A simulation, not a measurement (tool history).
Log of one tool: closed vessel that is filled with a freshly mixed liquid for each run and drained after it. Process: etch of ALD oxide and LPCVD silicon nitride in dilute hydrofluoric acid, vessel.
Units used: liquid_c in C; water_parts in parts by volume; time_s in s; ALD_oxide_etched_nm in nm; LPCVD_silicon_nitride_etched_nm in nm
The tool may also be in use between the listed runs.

run	hour	liquid_c	water_parts	time_s	ALD_oxide_etched_nm	LPCVD_silicon_nitride_etched_nm
1	0	25	150	90	6.3775	0.37253
2	2.5	26	150	90	6.6154	0.50651
3	9.3	26	150	55	4.0357	0.26985
4	13.7	26	150	35	2.5287	0.15284
5	19.4	26.5	135	35	2.9129	0.20766
6	24.4	26.5	135	30	2.543	0.15741
7	32.3	30.5	75	55	10.276	0.72696

What does the tool deliver on the next run?
8	35.2	29	75	55	?	?

{"run 8": {"ALD_oxide_etched_nm": 9.9238, "LPCVD_silicon_nitride_etched_nm": 0.71533}}
